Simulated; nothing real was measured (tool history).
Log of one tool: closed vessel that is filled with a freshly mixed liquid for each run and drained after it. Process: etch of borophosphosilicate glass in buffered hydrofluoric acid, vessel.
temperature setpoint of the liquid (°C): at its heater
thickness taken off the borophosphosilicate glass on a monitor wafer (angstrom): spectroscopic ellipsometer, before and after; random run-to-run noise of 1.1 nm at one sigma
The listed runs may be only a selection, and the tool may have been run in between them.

run,day,temperature setpoint of the liquid (°C),parts of 40 % ammonium fluoride to one part of 49 % hydrofluoric acid (parts by volume),time in the liquid (s),thickness taken off the borophosphosilicate glass on a monitor wafer (angstrom)
1,0.000,20.0,14,105,1202.6
2,0.079,20.0,10,105,1697.4
3,0.179,17.0,10,105,1431.1
4,0.475,17.0,10,105,1438.5
5,0.667,17.5,10,105,1471.2
6,0.775,17.5,10,110,1529.9
7,0.817,18.0,10,110,1584.9

What does the tool deliver on the next run?
8,1.171,18.5,10,110,?

{"run 8": {"thickness taken off the borophosphosilicate glass on a monitor wafer (angstrom)": 1632.4}}

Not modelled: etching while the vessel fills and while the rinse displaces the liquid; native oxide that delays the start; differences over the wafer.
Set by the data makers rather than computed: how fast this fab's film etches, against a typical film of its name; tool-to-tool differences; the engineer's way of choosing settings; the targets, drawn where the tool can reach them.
